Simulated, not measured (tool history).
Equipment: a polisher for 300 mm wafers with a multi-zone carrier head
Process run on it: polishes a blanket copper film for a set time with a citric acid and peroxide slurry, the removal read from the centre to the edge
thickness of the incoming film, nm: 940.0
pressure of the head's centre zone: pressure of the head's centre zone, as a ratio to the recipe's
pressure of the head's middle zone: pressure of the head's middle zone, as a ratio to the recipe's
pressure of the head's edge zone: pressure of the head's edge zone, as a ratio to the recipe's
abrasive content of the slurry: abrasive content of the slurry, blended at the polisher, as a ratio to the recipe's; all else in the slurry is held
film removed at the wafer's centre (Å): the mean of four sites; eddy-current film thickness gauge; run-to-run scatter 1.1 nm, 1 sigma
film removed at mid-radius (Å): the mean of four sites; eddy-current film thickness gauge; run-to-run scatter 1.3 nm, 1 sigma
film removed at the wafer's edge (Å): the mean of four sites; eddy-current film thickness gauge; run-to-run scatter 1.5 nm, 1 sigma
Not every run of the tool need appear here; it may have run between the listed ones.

run	day	flow of slurry (ml/min)	pressure of the head's centre zone	pressure of the head's middle zone	pressure of the head's edge zone	abrasive content of the slurry	polishing time (s)	film removed at the wafer's centre (Å)	film removed at mid-radius (Å)	film removed at the wafer's edge (Å)
1	0	185	1	1	1	1	88	1556.9	1602.8	1621.5
2	0.204	185	1	1.03	1	1	88	1553.6	1636.5	1571.4
3	0.358	185	1	1.03	1	1	67	1191.7	1264.1	1208.3
4	0.7	195	0.97	1.04	1.04	1.1	70	1238.5	1370.9	1327.5
5	1.046	170	0.97	1.04	1.04	1.1	70	1229.5	1342.5	1305.7
6	1.321	185	0.95	1.06	1.07	1.2	71	1231.6	1410.9	1383.8
7	1.558	200	0.95	1.08	1.09	1.25	72	1282.8	1477.9	1424.3

The next listed run, before its measurement:
8	1.65	200	0.95	1.08	1.09	1.25	72	?	?	?

film removed at the wafer's centre (Å): 1298.3
film removed at mid-radius (Å): 1508.7
film removed at the wafer's edge (Å): 1449.3
